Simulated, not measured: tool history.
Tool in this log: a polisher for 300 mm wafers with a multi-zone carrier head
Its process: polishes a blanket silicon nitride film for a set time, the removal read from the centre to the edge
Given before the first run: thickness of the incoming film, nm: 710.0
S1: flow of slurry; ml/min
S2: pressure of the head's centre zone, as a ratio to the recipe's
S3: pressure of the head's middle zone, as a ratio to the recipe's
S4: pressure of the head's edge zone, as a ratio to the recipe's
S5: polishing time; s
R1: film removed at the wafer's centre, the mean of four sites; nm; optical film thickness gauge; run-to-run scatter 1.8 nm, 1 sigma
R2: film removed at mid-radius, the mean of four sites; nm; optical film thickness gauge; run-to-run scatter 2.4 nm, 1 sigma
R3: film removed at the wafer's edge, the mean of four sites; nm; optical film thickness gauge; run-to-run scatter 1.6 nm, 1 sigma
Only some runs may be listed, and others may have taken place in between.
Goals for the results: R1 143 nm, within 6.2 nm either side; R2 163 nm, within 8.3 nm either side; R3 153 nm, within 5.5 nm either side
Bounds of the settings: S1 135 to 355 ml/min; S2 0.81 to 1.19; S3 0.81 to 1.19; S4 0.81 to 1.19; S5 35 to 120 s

{"run": 1, "day": 0.0, "S1": 225, "S2": 1, "S3": 1, "S4": 1, "S5": 77, "R1": 101.2, "R2": 108.73, "R3": 109.99}
{"run": 2, "day": 0.108, "S1": 265, "S2": 1, "S3": 1, "S4": 1, "S5": 77, "R1": 103.72, "R2": 114.02, "R3": 111.33}
{"run": 3, "day": 0.442, "S1": 265, "S2": 1, "S3": 1, "S4": 1, "S5": 92, "R1": 124.1, "R2": 134.17, "R3": 133.17}
{"run": 4, "day": 0.5, "S1": 270, "S2": 1, "S3": 1.01, "S4": 1.01, "S5": 93, "R1": 127.31, "R2": 134.99, "R3": 134.45}
{"day": 0.588, "done": "centre zone pressure recalibrated"}
{"run": 5, "day": 0.588, "S1": 270, "S2": 1.07, "S3": 1.01, "S4": 1.01, "S5": 93, "R1": 144.1, "R2": 139.25, "R3": 136.76}
{"run": 6, "day": 0.7, "S1": 270, "S2": 1.07, "S3": 1.01, "S4": 1.05, "S5": 93, "R1": 148.49, "R2": 134.94, "R3": 137.33}
{"run": 7, "day": 1.025, "S1": 270, "S2": 1.06, "S3": 1.02, "S4": 1.05, "S5": 94, "R1": 147.2, "R2": 137.34, "R3": 139.14}
{"run": 8, "day": 1.183, "S1": 270, "S2": 1.05, "S3": 1.03, "S4": 1.05, "S5": 95, "R1": 146.98, "R2": 140.11, "R3": 141.11}
{"run": 9, "day": 1.462, "S1": 270, "S2": 1.04, "S3": 1.04, "S4": 1.05, "S5": 96, "R1": 147.84, "R2": 146.71, "R3": 143.47}
{"run": 10, "day": 1.704, "S1": 270, "S2": 1.03, "S3": 1.04, "S4": 1.05, "S5": 96, "R1": 144.98, "R2": 150.43, "R3": 140.24}
{"run": 11, "day": 1.929, "S1": 270, "S2": 1.02, "S3": 1.04, "S4": 1.05, "S5": 97, "R1": 146.46, "R2": 149.19, "R3": 143.76}

5 next moves are on the table. One of them brings every result within its allowed miss. Which?
{"run": "A", "day": 2.154, "S1": 250, "S2": 1.08, "S3": 1.05, "S4": 1.13, "S5": 91, "R1": "?", "R2": "?", "R3": "?"}
{"run": "B", "day": 2.154, "S1": 265, "S2": 0.9, "S3": 1.01, "S4": 0.93, "S5": 109, "R1": "?", "R2": "?", "R3": "?"}
{"run": "C", "day": 2.154, "S1": 245, "S2": 1.04, "S3": 0.98, "S4": 1.06, "S5": 104, "R1": "?", "R2": "?", "R3": "?"}
{"run": "D", "day": 2.154, "S1": 210, "S2": 1.1, "S3": 1.1, "S4": 1.04, "S5": 98, "R1": "?", "R2": "?", "R3": "?"}
{"run": "E", "day": 2.154, "S1": 305, "S2": 0.9, "S3": 1.12, "S4": 0.85, "S5": 104, "R1": "?", "R2": "?", "R3": "?"}

move=A R1=140.76 R2=137.2 R3=140.13
move=B R1=141.21 R2=160.18 R3=153.38
move=C R1=154.42 R2=147.64 R3=154.96
move=D R1=151.09 R2=150.72 R3=142.52
move=E R1=136.87 R2=169.2 R3=141.7
A: the biggest miss grows against the last run
B: in spec on every target
C: brings the last run's worst result on target, with another outside its allowed miss
D: the biggest miss grows against the last run
E: the biggest miss grows against the last run
The move that meets every target is B.
